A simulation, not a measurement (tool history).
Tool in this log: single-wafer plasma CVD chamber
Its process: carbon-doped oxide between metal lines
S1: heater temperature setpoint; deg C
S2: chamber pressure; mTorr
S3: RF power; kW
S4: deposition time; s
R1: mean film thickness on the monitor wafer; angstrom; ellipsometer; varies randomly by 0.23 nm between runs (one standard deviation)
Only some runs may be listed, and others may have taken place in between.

run,hour,S1,S2,S3,S4,R1
1,0,335,6580,0.61,23.2,1342.1
2,3.2,335,7560,0.61,23.2,1362.2
3,9.3,329,7560,0.61,23.2,1390.3
4,12.9,335,7070,0.58,23.2,1312.2
5,21.1,340,6660,0.56,23.2,1259.5
# hour 24.8: RF generator calibrated
6,24.8,343,6320,0.545,23.2,1265.8
7,28.8,343,6300,0.515,23,1211.2

Expected results for the next run?
8,31.2,345,6220,0.495,23,?

R1: 1177.1 angstrom

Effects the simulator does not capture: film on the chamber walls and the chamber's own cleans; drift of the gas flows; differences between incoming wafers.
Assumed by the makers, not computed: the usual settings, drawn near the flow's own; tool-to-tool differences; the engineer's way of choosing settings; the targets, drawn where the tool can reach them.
